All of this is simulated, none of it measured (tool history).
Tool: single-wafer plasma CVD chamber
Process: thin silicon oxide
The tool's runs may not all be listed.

run    day  heater temperature setpoint (deg C)  chamber pressure (mTorr)  RF power (W)  deposition time (s)  mean film thickness on the monitor wafer (angstrom)
  1      0                                  380                       856           335                   13                                               235.37
  2  0.162                                  380                       856           335                 13.4                                               244.44
  3  0.429                                  380                       774           330                 13.4                                               222.12
  4  0.488                                  380                       774           375                 13.4                                               238.96
  5  0.688                                  380                       871           375                 13.4                                               264.72
  6  0.754                                  380                       871           375                 13.4                                                  263

What will run 7 give?
  7  0.888                                  380                       767           370                 13.4                                                    ?

{"run 7": {"mean film thickness on the monitor wafer (angstrom)": 234.8}}
